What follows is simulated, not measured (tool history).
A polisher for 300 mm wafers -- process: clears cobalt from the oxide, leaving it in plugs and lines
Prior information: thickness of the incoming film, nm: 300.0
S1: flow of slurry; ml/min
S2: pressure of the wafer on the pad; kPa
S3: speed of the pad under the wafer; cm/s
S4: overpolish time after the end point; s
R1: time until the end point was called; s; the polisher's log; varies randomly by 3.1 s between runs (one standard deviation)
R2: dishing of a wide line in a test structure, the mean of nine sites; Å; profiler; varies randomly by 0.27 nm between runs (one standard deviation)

run	hour	S1	S2	S3	S4	R1	R2
1	0	295	9	90	21	76.523	413.51
2	4.2	295	7.6	84	21	91.173	375.35
3	8.1	355	7.6	84	21	88.254	372.96
4	8.9	405	7.6	84	21	89.424	379.76
5	15.1	405	6.9	76	21	103.77	336.32
6	23.2	340	6.9	76	21	105.98	332.56
7	28.8	340	6.2	70	22	121.43	313.82

Expected results for the next run?
8	37.3	340	5.5	66	23	?	?

{"run 8": {"R1": 135.73, "R2": 290.33}}

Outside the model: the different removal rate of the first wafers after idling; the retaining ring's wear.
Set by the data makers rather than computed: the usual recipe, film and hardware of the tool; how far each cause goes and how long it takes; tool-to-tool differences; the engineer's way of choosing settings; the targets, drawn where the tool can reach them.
